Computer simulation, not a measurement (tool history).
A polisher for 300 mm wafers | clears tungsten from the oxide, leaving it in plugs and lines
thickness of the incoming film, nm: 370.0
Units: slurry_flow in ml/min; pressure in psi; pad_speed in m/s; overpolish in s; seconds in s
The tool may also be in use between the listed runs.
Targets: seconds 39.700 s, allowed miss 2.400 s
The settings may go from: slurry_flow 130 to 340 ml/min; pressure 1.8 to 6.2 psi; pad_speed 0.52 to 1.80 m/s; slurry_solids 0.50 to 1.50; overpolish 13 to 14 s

run,day,slurry_flow,pressure,pad_speed,slurry_solids,overpolish,seconds
1,0.000,220,4.0,1.16,1.00,13,59.655
2,0.308,220,4.0,1.16,1.15,13,56.757
3,0.646,220,4.2,1.16,1.15,13,53.967
4,0.812,220,4.4,1.16,1.15,13,52.512
5,0.838,220,4.4,1.02,1.15,13,58.641
6,0.896,190,4.4,1.02,1.15,13,60.496
7,1.246,190,4.4,1.02,1.15,13,62.838
8,1.408,205,4.6,1.02,1.15,13,56.699
9,1.471,210,4.8,1.02,1.15,13,57.374
10,1.554,210,5.0,1.06,1.15,13,51.722
11,1.854,210,5.2,1.06,1.15,13,51.093
12,1.988,210,5.4,1.08,1.15,13,47.073
13,2.229,210,5.5,1.08,1.15,13,47.690
14,2.446,210,5.6,1.10,1.15,13,45.178
15,2.721,210,5.7,1.10,1.15,13,43.442
16,2.912,210,5.8,1.10,1.15,13,43.821
17,3.004,210,5.9,1.10,1.15,13,42.468

5 next moves are on the table. One of them brings every result within its allowed miss. Which?
A,3.096,185,6.2,1.16,1.10,13,?
B,3.096,165,5.9,1.06,1.15,14,?
C,3.096,235,5.9,0.98,1.25,13,?
D,3.096,295,5.9,1.08,0.95,13,?
E,3.096,285,5.3,1.10,1.20,13,?

move,seconds
A,39.959
B,45.958
C,46.280
D,43.874
E,45.116
A: meets every target
B: further off than the last run
C: further off than the last run
D: further off than the last run
E: further off than the last run
The right move is A.

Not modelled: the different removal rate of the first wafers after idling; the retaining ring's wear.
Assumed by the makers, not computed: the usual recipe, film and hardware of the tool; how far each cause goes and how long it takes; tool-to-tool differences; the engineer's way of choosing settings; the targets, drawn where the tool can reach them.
